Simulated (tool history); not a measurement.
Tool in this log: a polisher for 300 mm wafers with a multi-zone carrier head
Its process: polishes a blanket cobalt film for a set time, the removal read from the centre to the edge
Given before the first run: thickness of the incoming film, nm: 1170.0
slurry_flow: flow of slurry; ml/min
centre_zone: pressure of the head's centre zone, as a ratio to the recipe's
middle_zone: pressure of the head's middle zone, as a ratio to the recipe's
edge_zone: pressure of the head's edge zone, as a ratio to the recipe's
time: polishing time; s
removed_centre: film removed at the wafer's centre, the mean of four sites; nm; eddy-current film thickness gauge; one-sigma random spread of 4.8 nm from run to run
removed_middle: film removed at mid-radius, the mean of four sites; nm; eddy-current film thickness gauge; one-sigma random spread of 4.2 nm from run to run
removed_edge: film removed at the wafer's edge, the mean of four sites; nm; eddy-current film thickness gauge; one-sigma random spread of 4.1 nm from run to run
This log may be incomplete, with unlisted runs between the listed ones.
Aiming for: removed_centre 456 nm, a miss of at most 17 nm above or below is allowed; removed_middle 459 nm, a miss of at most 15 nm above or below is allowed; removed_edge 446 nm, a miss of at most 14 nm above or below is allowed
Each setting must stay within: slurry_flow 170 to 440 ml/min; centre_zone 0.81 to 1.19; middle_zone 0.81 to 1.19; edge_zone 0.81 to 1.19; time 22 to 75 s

run,hour,slurry_flow,centre_zone,middle_zone,edge_zone,time,removed_centre,removed_middle,removed_edge
1,0,280,1,1,1,48,361.93,363.21,369.82
2,8.6,280,1,1,1.03,48,366.68,357.19,371.17
3,12.6,290,1.01,1.03,1.05,50,382.77,398.67,389.99
4,15.6,335,1.01,1.03,1.05,50,390.43,391.3,395.19
5,19.4,335,1.01,1.03,1.08,50,381.35,394.23,399.41
6,21.2,340,1.04,1.04,1.09,51,413.31,409.75,409.95
7,26.4,345,1.05,1.05,1.11,52,418.34,425.98,425.58
8,34.9,345,1.07,1.06,1.12,52,429.29,427.05,426.14
9,38.1,345,1.08,1.07,1.13,52,435.42,430.59,433.96
10,39.8,345,1.09,1.08,1.13,52,445.34,438.05,420.18
11,40.7,350,1.09,1.08,1.14,52,452.03,426.6,421.67
12,45.1,355,1.08,1.09,1.15,53,440.22,438.42,433.97
13,46.3,355,1.08,1.09,1.15,53,446.48,440.82,436.63

Which single option among these 5 for the next run brings every result within its allowed miss of target? Just one does.
A,47.5,335,1.07,1.02,1.11,55,?,?,?
B,47.5,300,1.13,1.08,1.17,52,?,?,?
C,47.5,300,1.01,1.03,0.97,59,?,?,?
D,47.5,325,1.09,1.03,1.19,54,?,?,?
E,47.5,415,1.12,0.98,1.19,53,?,?,?

move,removed_centre,removed_middle,removed_edge
A,458.38,430.5,446.03
B,452.63,422.57,427.13
C,458.5,460.9,450.06
D,457.12,424.9,449.76
E,471.35,407.98,448.68
A: moves away from the targets compared with the last run
B: moves away from the targets compared with the last run
C: hits every target within its allowed miss
D: moves away from the targets compared with the last run
E: moves away from the targets compared with the last run
C meets every target.
